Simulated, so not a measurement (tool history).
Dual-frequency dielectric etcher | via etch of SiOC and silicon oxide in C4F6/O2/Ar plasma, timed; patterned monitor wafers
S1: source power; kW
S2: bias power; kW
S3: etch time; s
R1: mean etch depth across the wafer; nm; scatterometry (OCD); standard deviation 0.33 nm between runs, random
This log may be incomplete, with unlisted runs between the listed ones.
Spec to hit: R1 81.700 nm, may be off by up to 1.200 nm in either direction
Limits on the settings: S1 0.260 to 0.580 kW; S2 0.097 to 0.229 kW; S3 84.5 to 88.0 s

Run 1, hour 0.0: S1 0.420 kW, S2 0.163 kW, S3 84.5 s. Result: R1 89.465 nm.
Run 2, hour 7.2: S1 0.420 kW, S2 0.177 kW, S3 84.5 s. Result: R1 90.780 nm.
Run 3, hour 13.4: S1 0.420 kW, S2 0.204 kW, S3 84.5 s. Result: R1 93.561 nm.
Run 4, hour 16.2: S1 0.380 kW, S2 0.201 kW, S3 84.5 s. Result: R1 89.383 nm.
Run 5, hour 22.5: S1 0.430 kW, S2 0.201 kW, S3 84.5 s. Result: R1 95.124 nm.
Run 6, hour 27.4: S1 0.430 kW, S2 0.201 kW, S3 84.5 s. Result: R1 93.893 nm.
Run 7, hour 32.3: S1 0.350 kW, S2 0.192 kW, S3 84.5 s. Result: R1 85.474 nm.
Run 8, hour 35.1: S1 0.340 kW, S2 0.191 kW, S3 84.5 s. Result: R1 84.398 nm.
Run 9, hour 43.9: S1 0.330 kW, S2 0.190 kW, S3 84.5 s. Result: R1 83.582 nm.

4 candidate next runs follow, results not yet known. Just one meets every target within its allowed miss. Identify it.
Run A, hour 52.7: S1 0.300 kW, S2 0.201 kW, S3 85.0 s. Result: R1 ?.
Run B, hour 52.7: S1 0.330 kW, S2 0.198 kW, S3 84.5 s. Result: R1 ?.
Run C, hour 52.7: S1 0.340 kW, S2 0.166 kW, S3 88.0 s. Result: R1 ?.
Run D, hour 52.7: S1 0.330 kW, S2 0.199 kW, S3 85.0 s. Result: R1 ?.

move      R1
   A  81.530
   B  84.222
   C  85.662
   D  84.813
A: meets every target
B: lands further from the targets than the last run did
C: lands further from the targets than the last run did
D: lands further from the targets than the last run did
Correct choice: A, which meets every target

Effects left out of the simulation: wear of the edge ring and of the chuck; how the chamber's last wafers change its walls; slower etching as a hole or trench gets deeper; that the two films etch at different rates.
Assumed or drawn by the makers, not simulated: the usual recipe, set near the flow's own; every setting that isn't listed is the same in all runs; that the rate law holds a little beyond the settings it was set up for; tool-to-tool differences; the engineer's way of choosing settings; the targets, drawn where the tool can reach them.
